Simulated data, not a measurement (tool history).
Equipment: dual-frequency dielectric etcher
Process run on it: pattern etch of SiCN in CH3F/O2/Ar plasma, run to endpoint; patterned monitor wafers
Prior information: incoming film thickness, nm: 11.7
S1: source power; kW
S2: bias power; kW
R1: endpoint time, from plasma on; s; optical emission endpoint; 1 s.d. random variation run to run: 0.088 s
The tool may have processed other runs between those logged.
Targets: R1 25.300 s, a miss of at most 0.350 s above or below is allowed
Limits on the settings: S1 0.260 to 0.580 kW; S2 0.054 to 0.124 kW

run,hour,S1,S2,R1
1,0.0,0.420,0.089,26.748
2,8.6,0.420,0.083,27.313
3,10.1,0.430,0.083,27.135
4,14.3,0.430,0.075,28.114
5,23.0,0.430,0.063,29.536
6,27.8,0.430,0.054,30.738
7,31.8,0.510,0.072,26.592
8,35.6,0.520,0.072,26.708
9,40.6,0.530,0.073,26.245

5 next moves are on the table. One of them brings every result within its allowed miss. Which?
A,45.6,0.530,0.067,?
B,45.6,0.500,0.067,?
C,45.6,0.550,0.065,?
D,45.6,0.490,0.075,?
E,45.6,0.580,0.074,?

move,R1
A,26.951
B,27.485
C,26.839
D,26.788
E,25.410
A: lands further from the targets than the last run did
B: lands further from the targets than the last run did
C: lands further from the targets than the last run did
D: lands further from the targets than the last run did
E: every result within its allowed miss
Move E is the one to make.

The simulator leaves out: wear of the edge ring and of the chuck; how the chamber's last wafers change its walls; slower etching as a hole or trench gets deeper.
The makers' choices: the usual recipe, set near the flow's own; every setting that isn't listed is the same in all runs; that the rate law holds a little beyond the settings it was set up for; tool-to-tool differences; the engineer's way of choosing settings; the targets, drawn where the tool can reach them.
